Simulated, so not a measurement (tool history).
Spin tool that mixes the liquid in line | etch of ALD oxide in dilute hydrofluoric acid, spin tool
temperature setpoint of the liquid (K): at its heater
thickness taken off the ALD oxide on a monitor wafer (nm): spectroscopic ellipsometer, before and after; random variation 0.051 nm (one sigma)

| run | hour | temperature setpoint of the liquid (K) | parts of water to one part of 49 % hydrofluoric acid (parts by volume) | time under the liquid (s) | thickness taken off the ALD oxide on a monitor wafer (nm) |
|---|---|---|---|---|---|
| 1 | 0.0 | 298.15 | 215 | 70 | 3.4301 |
| 2 | 6.2 | 299.15 | 210 | 70 | 3.6713 |
| 3 | 14.4 | 299.65 | 205 | 70 | 3.9226 |
| 4 | 18.9 | 299.65 | 205 | 45 | 2.4894 |
| 5 | 25.1 | 299.65 | 230 | 45 | 2.1489 |
| 6 | 32.3 | 299.65 | 150 | 45 | 3.6260 |
| 7 | 38.3 | 299.65 | 140 | 45 | 3.8791 |

Forecast run 8:
| 8 | 42.4 | 299.65 | 135 | 45 | ? |

Run 8 gave thickness taken off the ALD oxide on a monitor wafer (nm) 4.0066.
